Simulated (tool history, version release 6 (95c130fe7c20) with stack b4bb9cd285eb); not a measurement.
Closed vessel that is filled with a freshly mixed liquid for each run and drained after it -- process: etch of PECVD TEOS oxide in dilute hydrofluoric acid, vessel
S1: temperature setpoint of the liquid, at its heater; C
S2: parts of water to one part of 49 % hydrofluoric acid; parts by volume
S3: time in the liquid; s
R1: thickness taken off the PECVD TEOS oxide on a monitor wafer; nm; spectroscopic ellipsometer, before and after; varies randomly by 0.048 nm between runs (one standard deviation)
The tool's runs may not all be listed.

{"run": 1, "day": 0.0, "S1": 24, "S2": 225, "S3": 145, "R1": 12.355}
{"run": 2, "day": 0.2, "S1": 23, "S2": 235, "S3": 145, "R1": 11.4}
{"run": 3, "day": 0.462, "S1": 22, "S2": 245, "S3": 145, "R1": 10.269}
{"run": 4, "day": 0.638, "S1": 22, "S2": 245, "S3": 155, "R1": 11.215}
{"run": 5, "day": 0.983, "S1": 20.5, "S2": 245, "S3": 155, "R1": 10.51}
{"run": 6, "day": 1.254, "S1": 20, "S2": 255, "S3": 155, "R1": 9.721}
{"run": 7, "day": 1.575, "S1": 19.5, "S2": 260, "S3": 155, "R1": 9.3249}
{"run": 8, "day": 1.604, "S1": 19, "S2": 265, "S3": 155, "R1": 8.8241}

What does the tool deliver on the next run?
{"run": 9, "day": 1.975, "S1": 18.5, "S2": 270, "S3": 155, "R1": "?"}

R1: 8.5747 nm
